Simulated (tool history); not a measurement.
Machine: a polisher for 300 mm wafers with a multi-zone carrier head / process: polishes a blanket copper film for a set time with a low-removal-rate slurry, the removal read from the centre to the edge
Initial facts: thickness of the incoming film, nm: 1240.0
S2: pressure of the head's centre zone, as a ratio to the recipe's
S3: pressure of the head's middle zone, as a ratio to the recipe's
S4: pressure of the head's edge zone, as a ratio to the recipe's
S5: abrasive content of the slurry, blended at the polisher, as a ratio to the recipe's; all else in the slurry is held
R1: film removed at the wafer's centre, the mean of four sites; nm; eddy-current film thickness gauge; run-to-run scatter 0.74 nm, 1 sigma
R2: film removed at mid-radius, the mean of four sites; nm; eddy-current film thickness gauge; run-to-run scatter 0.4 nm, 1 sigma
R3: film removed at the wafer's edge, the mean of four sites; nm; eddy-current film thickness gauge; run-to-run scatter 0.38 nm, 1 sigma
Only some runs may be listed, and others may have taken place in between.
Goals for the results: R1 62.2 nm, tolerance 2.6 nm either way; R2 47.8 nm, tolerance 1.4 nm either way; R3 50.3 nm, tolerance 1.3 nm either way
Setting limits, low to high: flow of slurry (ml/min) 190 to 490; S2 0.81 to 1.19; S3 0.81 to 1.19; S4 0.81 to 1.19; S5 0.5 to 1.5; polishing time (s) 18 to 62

{"run": 1, "hour": 0.0, "flow of slurry (ml/min)": 315, "S2": 1, "S3": 1, "S4": 1, "S5": 1, "polishing time (s)": 40, "R1": 96.348, "R2": 93.38, "R3": 94.965}
{"run": 2, "hour": 8.0, "flow of slurry (ml/min)": 315, "S2": 1.02, "S3": 0.98, "S4": 0.98, "S5": 0.9, "polishing time (s)": 37, "R1": 86.951, "R2": 84.296, "R3": 85.304}
{"run": 3, "hour": 15.2, "flow of slurry (ml/min)": 240, "S2": 1.02, "S3": 0.98, "S4": 0.98, "S5": 0.9, "polishing time (s)": 37, "R1": 86.556, "R2": 82.523, "R3": 83.073}
{"run": 4, "hour": 21.6, "flow of slurry (ml/min)": 235, "S2": 1.05, "S3": 0.95, "S4": 0.96, "S5": 0.85, "polishing time (s)": 35, "R1": 84.925, "R2": 74.081, "R3": 78.254}
{"run": 5, "hour": 28.5, "flow of slurry (ml/min)": 235, "S2": 1.05, "S3": 0.99, "S4": 0.96, "S5": 0.85, "polishing time (s)": 35, "R1": 81.83, "R2": 76.85, "R3": 78.383}
{"run": 6, "hour": 29.6, "flow of slurry (ml/min)": 235, "S2": 1.05, "S3": 0.95, "S4": 0.96, "S5": 0.85, "polishing time (s)": 35, "R1": 82.614, "R2": 75.615, "R3": 77.934}
{"run": 7, "hour": 33.7, "flow of slurry (ml/min)": 225, "S2": 1.07, "S3": 0.93, "S4": 0.93, "S5": 0.8, "polishing time (s)": 33, "R1": 78.777, "R2": 68.72, "R3": 71.996}
{"run": 8, "hour": 39.7, "flow of slurry (ml/min)": 220, "S2": 1.09, "S3": 0.92, "S4": 0.91, "S5": 0.75, "polishing time (s)": 31, "R1": 74.518, "R2": 62.883, "R3": 67.291}
{"run": 9, "hour": 47.2, "flow of slurry (ml/min)": 215, "S2": 1.11, "S3": 0.92, "S4": 0.89, "S5": 0.75, "polishing time (s)": 30, "R1": 72.619, "R2": 60.716, "R3": 63.55}
{"run": 10, "hour": 55.2, "flow of slurry (ml/min)": 215, "S2": 1.12, "S3": 0.92, "S4": 0.88, "S5": 0.7, "polishing time (s)": 29, "R1": 71.332, "R2": 57.902, "R3": 60.682}
{"run": 11, "hour": 58.4, "flow of slurry (ml/min)": 215, "S2": 1.12, "S3": 0.92, "S4": 0.88, "S5": 0.7, "polishing time (s)": 29, "R1": 71.767, "R2": 59.34, "R3": 60.147}
{"run": 12, "hour": 59.2, "flow of slurry (ml/min)": 215, "S2": 1.12, "S3": 0.91, "S4": 0.87, "S5": 0.65, "polishing time (s)": 28, "R1": 66.999, "R2": 54.655, "R3": 57.728}
{"run": 13, "hour": 62.9, "flow of slurry (ml/min)": 215, "S2": 1.13, "S3": 0.91, "S4": 0.86, "S5": 0.65, "polishing time (s)": 28, "R1": 68.487, "R2": 55.5, "R3": 57.225}
{"run": 14, "hour": 66.0, "flow of slurry (ml/min)": 220, "S2": 1.14, "S3": 0.85, "S4": 0.83, "S5": 0.5, "polishing time (s)": 24, "R1": 59.496, "R2": 44.026, "R3": 47.7}

Pick the move, out of 4, that brings all results within their allowed miss; only one does.
{"run": "A", "hour": 69.1, "flow of slurry (ml/min)": 290, "S2": 1.19, "S3": 0.85, "S4": 0.82, "S5": 0.65, "polishing time (s)": 23, "R1": "?", "R2": "?", "R3": "?"}
{"run": "B", "hour": 69.1, "flow of slurry (ml/min)": 205, "S2": 1, "S3": 0.86, "S4": 0.9, "S5": 0.55, "polishing time (s)": 25, "R1": "?", "R2": "?", "R3": "?"}
{"run": "C", "hour": 69.1, "flow of slurry (ml/min)": 285, "S2": 1.13, "S3": 0.86, "S4": 0.83, "S5": 0.5, "polishing time (s)": 25, "R1": "?", "R2": "?", "R3": "?"}
{"run": "D", "hour": 69.1, "flow of slurry (ml/min)": 195, "S2": 1.17, "S3": 0.83, "S4": 0.86, "S5": 0.65, "polishing time (s)": 25, "R1": "?", "R2": "?", "R3": "?"}

move=A R1=61.429 R2=44.681 R3=47.813
move=B R1=52.592 R2=46.279 R3=51.601
move=C R1=61.7 R2=47.754 R3=50.878
move=D R1=62.085 R2=45.316 R3=51.133
A: closer than the last run, but not yet in spec
B: its largest miss is bigger than the last run's
C: in spec on every target
D: closer than the last run, but not yet in spec
C is the move that brings every result within its allowed miss.
